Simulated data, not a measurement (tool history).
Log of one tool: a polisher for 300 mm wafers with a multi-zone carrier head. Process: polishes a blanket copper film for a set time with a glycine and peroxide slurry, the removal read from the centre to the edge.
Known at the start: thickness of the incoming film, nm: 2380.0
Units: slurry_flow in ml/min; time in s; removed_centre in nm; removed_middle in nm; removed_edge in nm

{"run": 1, "hour": 0.0, "slurry_flow": 270, "centre_zone": 1.0, "middle_zone": 1.0, "edge_zone": 1.0, "time": 76, "removed_centre": 365.09, "removed_middle": 379.97, "removed_edge": 381.13}
{"run": 2, "hour": 8.3, "slurry_flow": 275, "centre_zone": 1.02, "middle_zone": 0.98, "edge_zone": 1.04, "time": 81, "removed_centre": 403.85, "removed_middle": 396.4, "removed_edge": 406.6}
{"run": 3, "hour": 15.7, "slurry_flow": 275, "centre_zone": 1.06, "middle_zone": 0.98, "edge_zone": 1.04, "time": 81, "removed_centre": 432.79, "removed_middle": 397.53, "removed_edge": 421.29}
{"run": 4, "hour": 16.7, "slurry_flow": 250, "centre_zone": 1.06, "middle_zone": 0.96, "edge_zone": 1.07, "time": 86, "removed_centre": 446.88, "removed_middle": 405.8, "removed_edge": 437.66}
{"run": 5, "hour": 23.5, "slurry_flow": 250, "centre_zone": 1.03, "middle_zone": 0.96, "edge_zone": 1.07, "time": 86, "removed_centre": 436.77, "removed_middle": 402.42, "removed_edge": 442.65}
{"run": 6, "hour": 25.3, "slurry_flow": 255, "centre_zone": 1.03, "middle_zone": 0.95, "edge_zone": 1.09, "time": 89, "removed_centre": 460.35, "removed_middle": 412.12, "removed_edge": 455.36}
{"run": 7, "hour": 33.9, "slurry_flow": 235, "centre_zone": 1.03, "middle_zone": 0.95, "edge_zone": 1.11, "time": 93, "removed_centre": 451.45, "removed_middle": 434.45, "removed_edge": 476.72}

Run 8 comes next. What will it give?
{"run": 8, "hour": 41.9, "slurry_flow": 250, "centre_zone": 1.03, "middle_zone": 0.94, "edge_zone": 1.13, "time": 95, "removed_centre": "?", "removed_middle": "?", "removed_edge": "?"}

removed_centre: 485.30 nm
removed_middle: 442.98 nm
removed_edge: 498.94 nm
